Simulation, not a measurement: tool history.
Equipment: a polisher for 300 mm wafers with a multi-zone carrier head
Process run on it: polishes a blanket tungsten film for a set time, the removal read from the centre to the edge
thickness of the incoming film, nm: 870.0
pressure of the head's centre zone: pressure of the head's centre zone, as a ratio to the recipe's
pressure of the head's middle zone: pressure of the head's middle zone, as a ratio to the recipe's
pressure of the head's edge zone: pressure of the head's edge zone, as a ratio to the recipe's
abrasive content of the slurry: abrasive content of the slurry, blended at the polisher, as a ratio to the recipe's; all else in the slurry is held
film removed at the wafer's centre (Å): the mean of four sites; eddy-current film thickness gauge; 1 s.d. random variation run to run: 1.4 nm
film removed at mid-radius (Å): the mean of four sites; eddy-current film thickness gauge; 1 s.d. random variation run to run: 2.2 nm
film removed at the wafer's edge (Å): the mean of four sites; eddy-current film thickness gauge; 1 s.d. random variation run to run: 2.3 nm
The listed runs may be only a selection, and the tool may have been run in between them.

run	hour	flow of slurry (ml/min)	pressure of the head's centre zone	pressure of the head's middle zone	pressure of the head's edge zone	abrasive content of the slurry	polishing time (s)	film removed at the wafer's centre (Å)	film removed at mid-radius (Å)	film removed at the wafer's edge (Å)
1	0	150	1	1	1	1	61	2275.6	2328	2359.7
2	4.2	150	1	1	1	1	71	2653.7	2723.5	2740.1
3	10.9	150	1	0.96	1	1	71	2643.5	2653	2750.6
4	11.6	150	1	0.96	1	1	60	2248.4	2223.9	2325.4
5	20.2	150	1	0.96	1	0.8	60	2115.4	2104.4	2185.4
6	24.9	150	1	0.96	1	0.8	51	1835.8	1756.2	1856.3
7	28.3	155	1	0.98	1.01	0.8	51	1833	1837.8	1877.7
# hour 37.3: slurry nozzle cleaned
8	37.3	160	1.01	0.99	1.02	0.8	51	2049.1	2038.1	1992.5
9	44.9	160	1.01	0.99	1.02	0.8	51	2023.4	2009	2046.8
10	49.9	160	1.01	1	1.02	0.8	51	2052.5	2066.6	2016.8
11	58.5	160	1.01	1	1.02	0.8	51	2024.2	2067.7	2012

For run 12, what comes out?
12	59.1	170	1	1.01	1.03	0.8	51	?	?	?

film removed at the wafer's centre (Å): 2076.7
film removed at mid-radius (Å): 2094.6
film removed at the wafer's edge (Å): 2000.2
